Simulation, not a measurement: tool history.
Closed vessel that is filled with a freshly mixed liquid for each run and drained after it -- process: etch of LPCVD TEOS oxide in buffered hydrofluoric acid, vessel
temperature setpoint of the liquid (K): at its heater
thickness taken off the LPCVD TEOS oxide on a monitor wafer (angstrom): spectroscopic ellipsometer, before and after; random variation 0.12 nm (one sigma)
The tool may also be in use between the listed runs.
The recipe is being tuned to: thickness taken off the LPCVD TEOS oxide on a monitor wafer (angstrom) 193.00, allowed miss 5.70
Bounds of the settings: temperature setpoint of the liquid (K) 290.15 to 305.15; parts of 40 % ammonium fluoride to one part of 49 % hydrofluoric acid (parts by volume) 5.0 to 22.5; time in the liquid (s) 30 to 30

run,hour,temperature setpoint of the liquid (K),parts of 40 % ammonium fluoride to one part of 49 % hydrofluoric acid (parts by volume),time in the liquid (s),thickness taken off the LPCVD TEOS oxide on a monitor wafer (angstrom)
1,0.0,297.15,13.5,30,371.38
2,1.1,296.15,14.0,30,343.89
3,5.7,295.15,14.5,30,314.32
4,7.7,295.15,16.5,30,277.98
5,15.4,295.15,16.5,30,276.59
6,18.9,295.15,18.5,30,246.14
7,21.6,294.65,18.5,30,241.82
8,23.0,294.15,18.5,30,233.26
9,29.2,293.65,18.5,30,228.80
10,32.2,293.15,18.5,30,222.69
11,34.4,292.65,18.5,30,216.23
12,35.5,292.65,18.5,30,215.01
13,37.8,292.15,18.5,30,210.19
14,43.3,290.15,18.5,30,186.56

Which single option among these 4 for the next run brings every result within its allowed miss of target? Just one does.
A,48.8,290.15,19.5,30,?
B,48.8,290.65,18.5,30,?
C,48.8,290.15,17.0,30,?
D,48.8,290.15,19.0,30,?

move,thickness taken off the LPCVD TEOS oxide on a monitor wafer (angstrom)
A,176.89
B,191.73
C,202.54
D,181.49
A: moves away from the targets compared with the last run
B: every result within its allowed miss
C: takes the biggest miss from the last run beyond its target
D: moves away from the targets compared with the last run
Correct choice: B, which meets every target
